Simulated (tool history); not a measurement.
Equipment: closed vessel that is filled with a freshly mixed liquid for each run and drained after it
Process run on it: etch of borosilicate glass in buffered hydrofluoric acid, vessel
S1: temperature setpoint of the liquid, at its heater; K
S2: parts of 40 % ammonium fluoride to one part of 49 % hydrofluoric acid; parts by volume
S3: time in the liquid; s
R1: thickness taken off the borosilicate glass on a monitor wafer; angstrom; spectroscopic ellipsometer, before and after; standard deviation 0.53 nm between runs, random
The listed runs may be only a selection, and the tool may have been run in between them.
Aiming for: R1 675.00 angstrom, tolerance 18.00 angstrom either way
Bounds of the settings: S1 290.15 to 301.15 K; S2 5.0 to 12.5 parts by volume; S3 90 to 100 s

| run | hour | S1 | S2 | S3 | R1 |
|---|---|---|---|---|---|
| 1 | 0.0 | 293.15 | 7.5 | 90 | 1105.50 |
| 2 | 4.5 | 290.15 | 7.5 | 90 | 915.39 |
| 3 | 11.8 | 290.15 | 7.5 | 100 | 1022.90 |
| 4 | 15.5 | 290.15 | 8.5 | 100 | 899.89 |
| 5 | 22.1 | 290.15 | 8.5 | 100 | 892.87 |
| 6 | 30.7 | 292.65 | 8.5 | 100 | 1029.20 |
| 7 | 37.4 | 292.15 | 9.0 | 100 | 945.84 |
| 8 | 43.0 | 291.65 | 9.5 | 100 | 880.87 |
| 9 | 48.7 | 291.15 | 10.0 | 100 | 826.50 |
| 10 | 50.9 | 290.65 | 10.5 | 100 | 782.16 |
| 11 | 58.8 | 290.65 | 11.0 | 100 | 726.03 |

4 next moves are on the table. One of them brings every result within its allowed miss. Which?
| A | 66.7 | 292.15 | 11.5 | 95 | ? |
| B | 66.7 | 294.15 | 12.5 | 95 | ? |
| C | 66.7 | 290.15 | 10.0 | 90 | ? |
| D | 66.7 | 290.65 | 12.0 | 100 | ? |

| move | R1 |
|---|---|
| A | 719.88 |
| B | 739.71 |
| C | 700.98 |
| D | 668.56 |
A: gains on the last run, yet a result remains outside its allowed miss
B: lands further from the targets than the last run did
C: gains on the last run, yet a result remains outside its allowed miss
D: every result lands within tolerance
So the answer is move D, the one that meets all the targets.
